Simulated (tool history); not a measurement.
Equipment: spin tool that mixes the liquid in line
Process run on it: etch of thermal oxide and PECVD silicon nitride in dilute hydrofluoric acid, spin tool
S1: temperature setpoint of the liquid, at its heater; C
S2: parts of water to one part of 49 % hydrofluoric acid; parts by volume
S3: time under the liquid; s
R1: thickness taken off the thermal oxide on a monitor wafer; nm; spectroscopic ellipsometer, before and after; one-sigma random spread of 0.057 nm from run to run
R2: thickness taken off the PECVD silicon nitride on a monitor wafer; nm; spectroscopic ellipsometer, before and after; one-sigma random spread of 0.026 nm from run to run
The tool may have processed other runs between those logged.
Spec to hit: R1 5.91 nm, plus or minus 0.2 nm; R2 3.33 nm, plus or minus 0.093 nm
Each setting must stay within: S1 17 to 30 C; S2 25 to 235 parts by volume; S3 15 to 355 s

run	hour	S1	S2	S3	R1	R2
1	0	22	130	180	7.2136	4.2365
2	6.7	25	130	180	7.9553	5.1948
3	10.2	24	135	180	7.3924	4.7527
4	14	23	135	180	7.0389	4.4576
5	15.2	22	135	180	6.9069	4.1061
6	18.8	21.5	140	180	6.4096	3.8296
7	26.5	21	140	180	6.3788	3.7073
8	33.8	20.5	145	180	5.9738	3.424
9	35.3	20.5	145	180	5.9629	3.5288

Exactly one of the 4 candidate moves below puts every result within its allowed miss. Which one?
A	36.8	18	175	265	?	?
B	36.8	17	135	190	?	?
C	36.8	20.5	125	150	?	?
D	36.8	21.5	160	195	?	?

move	R1	R2
A	6.4154	3.5465
B	5.9411	3.0509
C	5.9046	3.2954
D	6.0196	3.5966
A: further off than the last run
B: pushes the last run's worst result past its target
C: every result within its allowed miss
D: further off than the last run
C meets every target.
